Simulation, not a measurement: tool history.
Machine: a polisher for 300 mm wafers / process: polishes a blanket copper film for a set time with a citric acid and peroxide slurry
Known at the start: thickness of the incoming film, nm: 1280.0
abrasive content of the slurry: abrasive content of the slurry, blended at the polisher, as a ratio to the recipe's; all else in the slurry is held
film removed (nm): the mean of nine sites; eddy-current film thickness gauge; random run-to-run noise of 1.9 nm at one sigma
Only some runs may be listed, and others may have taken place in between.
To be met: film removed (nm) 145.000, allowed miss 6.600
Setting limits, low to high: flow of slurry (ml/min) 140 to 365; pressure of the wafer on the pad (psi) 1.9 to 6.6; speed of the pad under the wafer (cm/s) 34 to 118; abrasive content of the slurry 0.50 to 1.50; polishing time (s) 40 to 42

run	hour	flow of slurry (ml/min)	pressure of the wafer on the pad (psi)	speed of the pad under the wafer (cm/s)	abrasive content of the slurry	polishing time (s)	film removed (nm)
1	0.0	235	4.2	76	1.00	40	86.936
2	4.4	235	4.6	76	1.00	40	99.165
3	10.6	185	4.6	76	1.00	40	93.789
4	14.9	190	4.9	76	1.00	40	102.080
5	18.8	190	4.9	76	1.10	40	102.680
6	23.1	190	4.9	76	1.00	40	99.936
7	31.9	190	6.1	78	1.00	40	125.230
8	39.6	190	6.2	78	1.00	40	125.650
9	46.3	190	6.3	80	1.00	40	135.400
10	54.1	190	6.4	80	1.00	40	135.890

Next run, 4 choices. One meets every target within its allowed miss, the rest don't. Which?
A	61.9	140	6.2	78	1.05	40	?
B	61.9	210	5.7	76	1.10	40	?
C	61.9	220	6.6	74	1.05	42	?
D	61.9	155	6.3	74	1.00	40	?

move	film removed (nm)
A	125.030
B	119.870
C	140.580
D	120.970
A: misses by more than the last run did
B: misses by more than the last run did
C: in spec on every target
D: misses by more than the last run did
C is the move that brings every result within its allowed miss.

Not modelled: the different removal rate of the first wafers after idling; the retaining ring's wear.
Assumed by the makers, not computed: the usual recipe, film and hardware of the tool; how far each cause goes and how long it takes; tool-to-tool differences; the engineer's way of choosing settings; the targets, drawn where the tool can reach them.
